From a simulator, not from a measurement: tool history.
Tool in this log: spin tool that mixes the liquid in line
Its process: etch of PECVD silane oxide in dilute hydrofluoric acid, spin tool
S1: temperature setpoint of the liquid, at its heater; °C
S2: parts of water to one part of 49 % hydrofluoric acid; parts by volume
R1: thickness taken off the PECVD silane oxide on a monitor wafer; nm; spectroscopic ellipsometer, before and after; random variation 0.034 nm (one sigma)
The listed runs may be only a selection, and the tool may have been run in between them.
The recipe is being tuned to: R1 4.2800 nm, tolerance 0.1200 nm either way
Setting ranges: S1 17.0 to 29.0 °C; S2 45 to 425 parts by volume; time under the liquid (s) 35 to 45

run 1 hour=0.0 | S1=21.0 S2=235 time_under_the_liquid_(s)=45 | R1=3.9504
run 2 hour=2.6 | S1=21.0 S2=235 time_under_the_liquid_(s)=45 | R1=3.9547
run 3 hour=6.7 | S1=21.0 S2=235 time_under_the_liquid_(s)=45 | R1=3.9207
run 4 hour=14.0 | S1=21.0 S2=160 time_under_the_liquid_(s)=45 | R1=6.3261
run 5 hour=20.1 | S1=20.0 S2=170 time_under_the_liquid_(s)=45 | R1=5.5887
run 6 hour=24.9 | S1=22.0 S2=170 time_under_the_liquid_(s)=45 | R1=6.0262
run 7 hour=29.4 | S1=21.0 S2=175 time_under_the_liquid_(s)=45 | R1=5.6669
run 8 hour=31.2 | S1=20.0 S2=180 time_under_the_liquid_(s)=45 | R1=5.3098
run 9 hour=37.3 | S1=19.5 S2=185 time_under_the_liquid_(s)=45 | R1=4.9778
run 10 hour=41.0 | S1=19.0 S2=185 time_under_the_liquid_(s)=45 | R1=4.8724
run 11 hour=44.3 | S1=18.5 S2=185 time_under_the_liquid_(s)=45 | R1=4.8752
run 12 hour=49.6 | S1=18.0 S2=190 time_under_the_liquid_(s)=45 | R1=4.5784
-- hour=53.2 thermometer replaced
run 13 hour=53.2 | S1=17.5 S2=195 time_under_the_liquid_(s)=45 | R1=4.1277

Which of these 5 next moves meets every target?
run A hour=56.8 | S1=17.5 S2=205 time_under_the_liquid_(s)=45 | R1=?
run B hour=56.8 | S1=17.0 S2=180 time_under_the_liquid_(s)=40 | R1=?
run C hour=56.8 | S1=19.0 S2=200 time_under_the_liquid_(s)=45 | R1=?
run D hour=56.8 | S1=17.5 S2=185 time_under_the_liquid_(s)=40 | R1=?
run E hour=56.8 | S1=17.5 S2=180 time_under_the_liquid_(s)=45 | R1=?

move=A R1=3.9470
move=B R1=4.0087
move=C R1=4.3116
move=D R1=3.9608
move=E R1=4.6014
A: misses by more than the last run did
B: misses by more than the last run did
C: each result inside its tolerance
D: misses by more than the last run did
E: moves the result that the last run missed by most past its target, out the other side
C meets every target.

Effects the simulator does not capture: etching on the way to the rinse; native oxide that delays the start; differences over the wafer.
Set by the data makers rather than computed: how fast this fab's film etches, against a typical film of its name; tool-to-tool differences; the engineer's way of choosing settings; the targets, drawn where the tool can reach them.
